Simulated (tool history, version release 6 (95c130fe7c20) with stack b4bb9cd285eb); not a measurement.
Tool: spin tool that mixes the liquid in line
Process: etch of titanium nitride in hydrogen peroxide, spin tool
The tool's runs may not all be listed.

run	hour	temperature setpoint of the liquid (K)	concentration of hydrogen peroxide in the mixed liquid (% by weight)	time under the liquid (s)	thickness taken off the titanium nitride on a monitor wafer (Å)
1	0	316.15	18.5	50	10.718
2	4.3	317.15	18.5	50	11.576
3	12.9	318.15	18.5	50	12.55
4	20.5	319.15	18.5	50	13.634
5	24.9	319.65	18.5	50	13.892
6	32.4	320.15	18.5	50	14.367
7	36.5	320.65	18.5	50	15.317
8	44.4	321.15	18.5	50	15.649
9	49.1	321.65	18.5	50	16.11

What does the tool deliver on the next run?
10	57.2	322.15	18.5	50	?

thickness taken off the titanium nitride on a monitor wafer (Å): 16.626
